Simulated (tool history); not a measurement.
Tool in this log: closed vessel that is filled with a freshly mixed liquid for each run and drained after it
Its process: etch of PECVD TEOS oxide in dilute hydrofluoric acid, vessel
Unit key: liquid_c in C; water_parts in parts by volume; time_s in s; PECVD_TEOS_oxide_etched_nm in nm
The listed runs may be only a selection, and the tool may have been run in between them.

run 1 day=0.000 | liquid_c=22.0 water_parts=205 time_s=525 | PECVD_TEOS_oxide_etched_nm=38.863
run 2 day=0.067 | liquid_c=21.0 water_parts=215 time_s=525 | PECVD_TEOS_oxide_etched_nm=35.094
run 3 day=0.321 | liquid_c=20.5 water_parts=225 time_s=525 | PECVD_TEOS_oxide_etched_nm=32.466
run 4 day=0.633 | liquid_c=20.0 water_parts=230 time_s=525 | PECVD_TEOS_oxide_etched_nm=31.426
-- day=0.792 thermometer replaced
run 5 day=0.792 | liquid_c=20.0 water_parts=290 time_s=525 | PECVD_TEOS_oxide_etched_nm=25.050
run 6 day=0.896 | liquid_c=20.0 water_parts=290 time_s=565 | PECVD_TEOS_oxide_etched_nm=26.736
run 7 day=1.000 | liquid_c=19.5 water_parts=290 time_s=565 | PECVD_TEOS_oxide_etched_nm=26.376
run 8 day=1.075 | liquid_c=19.5 water_parts=290 time_s=565 | PECVD_TEOS_oxide_etched_nm=26.195

What does the tool deliver on the next run?
run 9 day=1.225 | liquid_c=19.0 water_parts=290 time_s=565 | PECVD_TEOS_oxide_etched_nm=?

PECVD_TEOS_oxide_etched_nm: 25.948 nm
